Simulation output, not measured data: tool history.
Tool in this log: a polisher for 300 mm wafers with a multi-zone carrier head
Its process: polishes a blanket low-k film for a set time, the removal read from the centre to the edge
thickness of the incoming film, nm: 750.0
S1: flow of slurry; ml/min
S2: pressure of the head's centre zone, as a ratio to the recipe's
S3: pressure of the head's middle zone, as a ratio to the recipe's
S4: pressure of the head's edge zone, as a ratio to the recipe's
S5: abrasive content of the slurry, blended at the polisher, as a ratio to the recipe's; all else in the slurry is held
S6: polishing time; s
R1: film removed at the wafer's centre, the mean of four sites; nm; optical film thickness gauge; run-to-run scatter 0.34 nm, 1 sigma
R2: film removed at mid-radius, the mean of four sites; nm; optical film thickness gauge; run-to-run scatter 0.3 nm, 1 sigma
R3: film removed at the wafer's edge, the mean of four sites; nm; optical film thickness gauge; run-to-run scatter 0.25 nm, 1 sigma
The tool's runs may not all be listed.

run	hour	S1	S2	S3	S4	S5	S6	R1	R2	R3
1	0.0	230	1.00	1.00	1.00	1.00	42	15.863	16.113	16.383
2	5.9	230	1.00	1.00	1.05	1.00	42	16.083	16.376	16.586
3	11.3	230	1.00	1.00	1.05	0.90	42	15.321	14.984	15.574
4	19.1	230	1.05	1.00	1.05	0.90	42	15.858	15.115	15.772
5	23.0	230	1.05	0.98	1.08	1.10	44	18.790	17.143	18.964
6	28.6	235	1.04	1.01	1.10	1.25	45	20.172	19.364	20.384

What will run 7 give?
7	37.6	235	1.03	1.01	1.11	1.35	47	?	?	?

R1: 21.351 nm
R2: 20.929 nm
R3: 21.872 nm

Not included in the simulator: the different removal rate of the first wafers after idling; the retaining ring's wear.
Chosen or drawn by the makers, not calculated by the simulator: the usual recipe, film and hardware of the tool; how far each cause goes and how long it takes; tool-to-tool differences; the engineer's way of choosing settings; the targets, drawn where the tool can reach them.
